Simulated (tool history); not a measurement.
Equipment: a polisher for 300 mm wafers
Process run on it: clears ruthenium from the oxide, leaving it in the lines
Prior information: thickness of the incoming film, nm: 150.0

run  hour  flow of slurry (ml/min)  pressure of the wafer on the pad (kPa)  speed of the pad under the wafer (m/s)  overpolish time after the end point (s)  time until the end point was called (s)
  1   0.0                      230                                    16.5                                    1.08                                       39                                   95.212
  2   1.9                      230                                    16.5                                    1.08                                       39                                   96.628
  3   4.9                      230                                    17.9                                    1.08                                       39                                   90.053
  4  13.2                      230                                    17.9                                    0.96                                       39                                   98.927
  5  16.0                      230                                    22.1                                    0.96                                       39                                   86.893
  6  22.6                      285                                    22.1                                    0.96                                       39                                   84.855
  7  27.6                      285                                    22.8                                    1.00                                       39                                   79.401
  8  32.6                      285                                    23.4                                    1.02                                       39                                   75.588

Run 9 has not been measured yet. What should we expect?
  9  33.4                      285                                    24.1                                    1.04                                       39                                        ?

time until the end point was called (s): 72.598

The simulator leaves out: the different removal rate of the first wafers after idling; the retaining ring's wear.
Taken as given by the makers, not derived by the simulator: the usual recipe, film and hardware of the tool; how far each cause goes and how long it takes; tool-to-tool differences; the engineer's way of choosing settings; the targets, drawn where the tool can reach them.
